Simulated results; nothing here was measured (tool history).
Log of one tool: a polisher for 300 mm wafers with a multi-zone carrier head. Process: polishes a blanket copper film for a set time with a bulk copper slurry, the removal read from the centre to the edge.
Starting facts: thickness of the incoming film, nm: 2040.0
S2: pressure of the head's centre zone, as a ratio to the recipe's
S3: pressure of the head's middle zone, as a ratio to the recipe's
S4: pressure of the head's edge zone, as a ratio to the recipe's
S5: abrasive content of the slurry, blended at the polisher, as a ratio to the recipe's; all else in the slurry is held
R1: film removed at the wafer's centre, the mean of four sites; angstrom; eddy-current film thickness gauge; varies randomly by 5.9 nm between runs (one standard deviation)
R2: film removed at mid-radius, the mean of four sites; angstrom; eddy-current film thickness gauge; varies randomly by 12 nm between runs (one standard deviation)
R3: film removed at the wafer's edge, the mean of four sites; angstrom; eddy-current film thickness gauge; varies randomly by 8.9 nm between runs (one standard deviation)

{"run": 1, "hour": 0.0, "flow of slurry (ml/min)": 280, "S2": 1, "S3": 1, "S4": 1, "S5": 1, "polishing time (s)": 63, "R1": 6888.4, "R2": 6737.9, "R3": 7001}
{"run": 2, "hour": 2.6, "flow of slurry (ml/min)": 290, "S2": 1.03, "S3": 1.03, "S4": 1.04, "S5": 1.1, "polishing time (s)": 63, "R1": 7220.3, "R2": 7135.4, "R3": 7311.5}
{"run": 3, "hour": 9.3, "flow of slurry (ml/min)": 290, "S2": 1.03, "S3": 1.03, "S4": 1.07, "S5": 1.1, "polishing time (s)": 63, "R1": 7105.2, "R2": 7074.2, "R3": 7489.1}
{"run": 4, "hour": 10.2, "flow of slurry (ml/min)": 300, "S2": 1.07, "S3": 1.05, "S4": 1.09, "S5": 1.2, "polishing time (s)": 63, "R1": 7658.5, "R2": 7372.1, "R3": 7563.4}
{"run": 5, "hour": 17.6, "flow of slurry (ml/min)": 300, "S2": 1.07, "S3": 1.05, "S4": 1.15, "S5": 1.2, "polishing time (s)": 63, "R1": 7683.3, "R2": 7479.8, "R3": 7974}
{"run": 6, "hour": 26.3, "flow of slurry (ml/min)": 310, "S2": 1.09, "S3": 1.06, "S4": 1.16, "S5": 1.25, "polishing time (s)": 63, "R1": 7829.6, "R2": 7506.4, "R3": 7998.3}
{"run": 7, "hour": 32.9, "flow of slurry (ml/min)": 310, "S2": 1.11, "S3": 1.07, "S4": 1.16, "S5": 1.3, "polishing time (s)": 64, "R1": 8332.9, "R2": 7707.2, "R3": 8086.8}

What will run 8 give?
{"run": 8, "hour": 41.8, "flow of slurry (ml/min)": 315, "S2": 1.11, "S3": 1.08, "S4": 1.17, "S5": 1.35, "polishing time (s)": 64, "R1": "?", "R2": "?", "R3": "?"}

R1: 8293.5 angstrom
R2: 8058.1 angstrom
R3: 8443.8 angstrom

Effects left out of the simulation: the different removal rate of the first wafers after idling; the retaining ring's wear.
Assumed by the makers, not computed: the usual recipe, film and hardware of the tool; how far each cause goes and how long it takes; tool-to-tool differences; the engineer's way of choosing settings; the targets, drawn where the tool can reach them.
